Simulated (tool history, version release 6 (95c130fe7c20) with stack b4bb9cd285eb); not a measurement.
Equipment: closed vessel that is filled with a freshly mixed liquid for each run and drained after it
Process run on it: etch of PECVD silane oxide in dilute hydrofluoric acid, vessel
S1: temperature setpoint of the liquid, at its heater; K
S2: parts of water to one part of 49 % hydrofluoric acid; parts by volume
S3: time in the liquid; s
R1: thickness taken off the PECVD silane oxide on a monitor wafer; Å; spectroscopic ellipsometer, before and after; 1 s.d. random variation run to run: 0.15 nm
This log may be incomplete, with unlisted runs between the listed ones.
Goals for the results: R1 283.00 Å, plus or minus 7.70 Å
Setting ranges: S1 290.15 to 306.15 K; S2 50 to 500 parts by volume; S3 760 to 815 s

Run 1, hour 0.0: S1 298.15 K, S2 275 parts by volume, S3 760 s. Result: R1 458.95 Å.
Run 2, hour 2.3: S1 299.65 K, S2 275 parts by volume, S3 760 s. Result: R1 486.68 Å.
Run 3, hour 7.2: S1 298.65 K, S2 280 parts by volume, S3 760 s. Result: R1 459.70 Å.
Run 4, hour 7.8: S1 298.65 K, S2 235 parts by volume, S3 760 s. Result: R1 572.32 Å.
Run 5, hour 12.6: S1 298.65 K, S2 235 parts by volume, S3 815 s. Result: R1 613.82 Å.
Run 6, hour 20.6: S1 298.65 K, S2 290 parts by volume, S3 815 s. Result: R1 471.58 Å.
Run 7, hour 23.9: S1 297.65 K, S2 295 parts by volume, S3 815 s. Result: R1 440.73 Å.
Run 8, hour 31.6: S1 296.65 K, S2 300 parts by volume, S3 815 s. Result: R1 419.90 Å.
Run 9, hour 33.6: S1 296.15 K, S2 305 parts by volume, S3 815 s. Result: R1 400.83 Å.
Run 10, hour 34.2: S1 295.65 K, S2 310 parts by volume, S3 815 s. Result: R1 387.03 Å.
Run 11, hour 36.9: S1 295.15 K, S2 315 parts by volume, S3 815 s. Result: R1 373.71 Å.
Run 12, hour 42.7: S1 294.65 K, S2 320 parts by volume, S3 815 s. Result: R1 357.31 Å.

Below are 5 possible settings for the next run. Only one of them brings all results inside the allowed miss of their targets. Which is it?
Run A, hour 48.5: S1 295.15 K, S2 385 parts by volume, S3 760 s. Result: R1 ?.
Run B, hour 48.5: S1 293.65 K, S2 375 parts by volume, S3 760 s. Result: R1 ?.
Run C, hour 48.5: S1 296.65 K, S2 390 parts by volume, S3 780 s. Result: R1 ?.
Run D, hour 48.5: S1 294.65 K, S2 255 parts by volume, S3 795 s. Result: R1 ?.
Run E, hour 48.5: S1 295.15 K, S2 335 parts by volume, S3 760 s. Result: R1 ?.

move      R1
   A  268.29
   B  263.84
   C  284.63
   D  468.76
   E  322.32
A: takes the result that was furthest off past its target
B: takes the result that was furthest off past its target
C: meets every target
D: the biggest miss grows against the last run
E: closer than the last run, but not yet in spec
The move that meets every target is C.
